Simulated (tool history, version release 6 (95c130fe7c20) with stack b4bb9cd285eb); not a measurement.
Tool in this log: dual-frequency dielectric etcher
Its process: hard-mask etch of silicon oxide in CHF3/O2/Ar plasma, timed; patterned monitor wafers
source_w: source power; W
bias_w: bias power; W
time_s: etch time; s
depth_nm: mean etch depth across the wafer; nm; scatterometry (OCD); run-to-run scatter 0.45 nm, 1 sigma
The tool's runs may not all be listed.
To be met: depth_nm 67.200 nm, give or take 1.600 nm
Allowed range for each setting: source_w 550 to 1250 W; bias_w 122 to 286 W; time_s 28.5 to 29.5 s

Run 1, hour 0.0: source_w 900 W, bias_w 204 W, time_s 28.5 s. Result: depth_nm 78.539 nm.
Run 2, hour 1.4: source_w 790 W, bias_w 204 W, time_s 28.5 s. Result: depth_nm 71.682 nm.
Run 3, hour 5.2: source_w 790 W, bias_w 186 W, time_s 28.5 s. Result: depth_nm 69.956 nm.
Run 4, hour 13.3: source_w 920 W, bias_w 186 W, time_s 28.5 s. Result: depth_nm 76.263 nm.
Run 5, hour 14.7: source_w 1070 W, bias_w 186 W, time_s 28.5 s. Result: depth_nm 82.530 nm.
Run 6, hour 21.4: source_w 1070 W, bias_w 150 W, time_s 28.5 s. Result: depth_nm 76.457 nm.
Run 7, hour 24.4: source_w 1010 W, bias_w 147 W, time_s 28.5 s. Result: depth_nm 73.352 nm.
Run 8, hour 27.6: source_w 970 W, bias_w 145 W, time_s 28.5 s. Result: depth_nm 72.053 nm.
Run 9, hour 34.6: source_w 940 W, bias_w 143 W, time_s 28.5 s. Result: depth_nm 69.816 nm.
Run 10, hour 42.0: source_w 920 W, bias_w 142 W, time_s 28.5 s. Result: depth_nm 69.321 nm.

Next run, 5 choices. One meets every target within its allowed miss, the rest don't. Which?
Run A, hour 49.4: source_w 860 W, bias_w 129 W, time_s 28.5 s. Result: depth_nm ?.
Run B, hour 49.4: source_w 890 W, bias_w 124 W, time_s 29.5 s. Result: depth_nm ?.
Run C, hour 49.4: source_w 910 W, bias_w 150 W, time_s 29.5 s. Result: depth_nm ?.
Run D, hour 49.4: source_w 880 W, bias_w 124 W, time_s 28.5 s. Result: depth_nm ?.
Run E, hour 49.4: source_w 930 W, bias_w 138 W, time_s 29.5 s. Result: depth_nm ?.

move  depth_nm
   A    64.354
   B    66.901
   C    72.503
   D    64.241
   E    71.160
A: pushes the last run's worst result past its target
B: every result within its allowed miss
C: lands further from the targets than the last run did
D: pushes the last run's worst result past its target
E: lands further from the targets than the last run did
B meets every target.

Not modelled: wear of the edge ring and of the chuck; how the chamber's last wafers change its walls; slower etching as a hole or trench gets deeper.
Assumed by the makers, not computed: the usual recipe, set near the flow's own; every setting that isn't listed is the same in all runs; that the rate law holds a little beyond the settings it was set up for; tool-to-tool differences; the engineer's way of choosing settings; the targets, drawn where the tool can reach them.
